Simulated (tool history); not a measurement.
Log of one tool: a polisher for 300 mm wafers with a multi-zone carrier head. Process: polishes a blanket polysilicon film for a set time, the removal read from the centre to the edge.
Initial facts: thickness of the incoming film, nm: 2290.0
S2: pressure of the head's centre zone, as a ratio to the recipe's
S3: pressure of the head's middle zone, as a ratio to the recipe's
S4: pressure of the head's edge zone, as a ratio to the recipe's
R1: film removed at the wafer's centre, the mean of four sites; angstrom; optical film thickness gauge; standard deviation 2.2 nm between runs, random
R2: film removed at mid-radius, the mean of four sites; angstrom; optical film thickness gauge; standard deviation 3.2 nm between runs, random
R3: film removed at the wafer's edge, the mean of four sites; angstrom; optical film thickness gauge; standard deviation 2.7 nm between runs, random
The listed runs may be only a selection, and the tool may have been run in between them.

Run 1, hour 0: flow of slurry (ml/min) 245, S2 1, S3 1, S4 1, polishing time (s) 38. Result: R1 2134 angstrom, R2 2131.8 angstrom, R3 2208.3 angstrom.
Run 2, hour 5.6: flow of slurry (ml/min) 250, S2 1.02, S3 0.98, S4 1.05, polishing time (s) 40. Result: R1 2305.2 angstrom, R2 2182.6 angstrom, R3 2332.7 angstrom.
Run 3, hour 9.9: flow of slurry (ml/min) 250, S2 1.02, S3 0.98, S4 1.05, polishing time (s) 36. Result: R1 2054.6 angstrom, R2 1942.2 angstrom, R3 2107.6 angstrom.
Run 4, hour 15.8: flow of slurry (ml/min) 245, S2 1.01, S3 0.95, S4 1.08, polishing time (s) 39. Result: R1 2202.8 angstrom, R2 2074.8 angstrom, R3 2302.4 angstrom.
Run 5, hour 21.6: flow of slurry (ml/min) 245, S2 1.01, S3 0.92, S4 1.11, polishing time (s) 41. Result: R1 2320.5 angstrom, R2 2090.3 angstrom, R3 2447.6 angstrom.
Run 6, hour 22.6: flow of slurry (ml/min) 250, S2 1.01, S3 0.92, S4 1.13, polishing time (s) 43. Result: R1 2434.5 angstrom, R2 2212.3 angstrom, R3 2613.6 angstrom.

Expected results for the next run?
Run 7, hour 23.3: flow of slurry (ml/min) 260, S2 1.02, S3 0.92, S4 1.15, polishing time (s) 44. Result: R1 ?, R2 ?, R3 ?.

{"run 7": {"R1": 2525.1, "R2": 2284.6, "R3": 2685.9}}
